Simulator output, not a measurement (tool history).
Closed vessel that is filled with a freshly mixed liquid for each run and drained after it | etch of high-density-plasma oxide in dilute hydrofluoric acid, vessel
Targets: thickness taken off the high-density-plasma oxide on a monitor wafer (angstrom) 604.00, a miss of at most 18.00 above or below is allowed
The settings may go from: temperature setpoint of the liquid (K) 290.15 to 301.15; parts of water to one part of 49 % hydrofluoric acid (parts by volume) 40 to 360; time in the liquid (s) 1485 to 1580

run,hour,temperature setpoint of the liquid (K),parts of water to one part of 49 % hydrofluoric acid (parts by volume),time in the liquid (s),thickness taken off the high-density-plasma oxide on a monitor wafer (angstrom)
1,0.0,293.15,200,1485,302.96
2,2.0,294.15,190,1485,338.13
3,3.4,296.15,190,1485,358.69
4,4.6,296.15,190,1485,361.96
5,9.0,296.65,180,1485,396.40
6,16.7,300.15,180,1485,439.83
7,22.5,301.15,125,1490,715.56
8,25.4,300.65,125,1490,709.14
9,31.0,300.15,125,1490,689.41
10,39.4,299.65,125,1490,685.21
11,48.0,295.65,130,1490,554.30

Below are 4 possible settings for the next run. Only one of them brings all results inside the allowed miss of their targets. Which is it?
A,56.6,295.15,120,1485,?
B,56.6,299.65,135,1540,?
C,56.6,293.65,110,1555,?
D,56.6,294.65,115,1580,?

move,thickness taken off the high-density-plasma oxide on a monitor wafer (angstrom)
A,593.87
B,640.21
C,645.91
D,649.96
A: each result inside its tolerance
B: takes the biggest miss from the last run beyond its target
C: takes the biggest miss from the last run beyond its target
D: takes the biggest miss from the last run beyond its target
The move that meets every target is A.

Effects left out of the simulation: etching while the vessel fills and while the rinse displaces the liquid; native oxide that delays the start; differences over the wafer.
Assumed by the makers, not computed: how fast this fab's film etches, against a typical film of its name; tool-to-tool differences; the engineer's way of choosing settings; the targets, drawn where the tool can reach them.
